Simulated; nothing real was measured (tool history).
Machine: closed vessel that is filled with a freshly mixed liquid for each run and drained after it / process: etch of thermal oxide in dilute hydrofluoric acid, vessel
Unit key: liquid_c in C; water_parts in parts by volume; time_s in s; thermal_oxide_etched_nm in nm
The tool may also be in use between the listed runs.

{"run": 1, "hour": 0.0, "liquid_c": 22.0, "water_parts": 215, "time_s": 295, "thermal_oxide_etched_nm": 5.9846}
{"run": 2, "hour": 2.2, "liquid_c": 22.0, "water_parts": 215, "time_s": 295, "thermal_oxide_etched_nm": 5.9008}
{"run": 3, "hour": 11.3, "liquid_c": 22.0, "water_parts": 280, "time_s": 295, "thermal_oxide_etched_nm": 4.2662}
{"run": 4, "hour": 15.5, "liquid_c": 25.0, "water_parts": 280, "time_s": 295, "thermal_oxide_etched_nm": 4.8}
{"run": 5, "hour": 22.1, "liquid_c": 25.0, "water_parts": 345, "time_s": 295, "thermal_oxide_etched_nm": 3.5624}
{"run": 6, "hour": 31.3, "liquid_c": 25.0, "water_parts": 390, "time_s": 295, "thermal_oxide_etched_nm": 3.0415}
{"run": 7, "hour": 39.2, "liquid_c": 26.0, "water_parts": 355, "time_s": 295, "thermal_oxide_etched_nm": 3.5378}

Estimate the outcome of run 8 from the log above:
{"run": 8, "hour": 46.5, "liquid_c": 26.5, "water_parts": 325, "time_s": 295, "thermal_oxide_etched_nm": "?"}

For run 8 the tool returned thermal_oxide_etched_nm 4.1426 nm.
